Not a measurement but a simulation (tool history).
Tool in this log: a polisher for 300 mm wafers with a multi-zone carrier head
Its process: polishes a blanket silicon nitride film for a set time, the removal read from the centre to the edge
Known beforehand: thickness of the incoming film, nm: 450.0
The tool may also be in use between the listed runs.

| run | day | flow of slurry (ml/min) | pressure of the head's centre zone | pressure of the head's middle zone | pressure of the head's edge zone | polishing time (s) | film removed at the wafer's centre (nm) | film removed at mid-radius (nm) | film removed at the wafer's edge (nm) |
|---|---|---|---|---|---|---|---|---|---|
| 1 | 0 | 305 | 1 | 1 | 1 | 38 | 68.992 | 67.69 | 69.463 |
| 2 | 0.1 | 310 | 1.04 | 0.99 | 1.03 | 40 | 75.532 | 71.186 | 74.292 |
| 3 | 0.471 | 315 | 1.07 | 0.97 | 1.05 | 42 | 82.502 | 73.605 | 81.4 |
| 4 | 0.792 | 315 | 1.07 | 0.92 | 1.05 | 42 | 81.484 | 71.404 | 79.034 |
| 5 | 1.071 | 325 | 1.1 | 0.91 | 1.06 | 43 | 86.34 | 72.461 | 82.261 |
| 6 | 1.183 | 325 | 1.03 | 0.91 | 1.06 | 43 | 81.472 | 70.773 | 82.253 |
| 7 | 1.208 | 340 | 1.06 | 0.9 | 1.06 | 44 | 86.443 | 72.574 | 84.455 |
| 8 | 1.538 | 355 | 1.09 | 0.9 | 1.07 | 44 | 88.571 | 74.141 | 83.603 |
| 9 | 1.621 | 355 | 1.11 | 0.89 | 1.08 | 45 | 93.275 | 74.869 | 86.032 |
| 10 | 1.85 | 355 | 1.12 | 0.89 | 1.09 | 46 | 95.328 | 76.372 | 88.309 |
| 11 | 2.096 | 355 | 1.13 | 0.89 | 1.1 | 47 | 98.25 | 78.255 | 93.888 |
| 12 | 2.292 | 360 | 1.14 | 0.89 | 1.1 | 47 | 99.218 | 77.366 | 90.618 |
| 13 | 2.567 | 360 | 1.15 | 0.89 | 1.1 | 47 | 100.26 | 78.328 | 92.139 |

Estimate the outcome of run 14 from the log above:
| 14 | 2.942 | 360 | 1.16 | 0.89 | 1.1 | 47 | ? | ? | ? |

Logged for run 14: film removed at the wafer's centre (nm) 99.992, film removed at mid-radius (nm) 77.921, film removed at the wafer's edge (nm) 92.311.
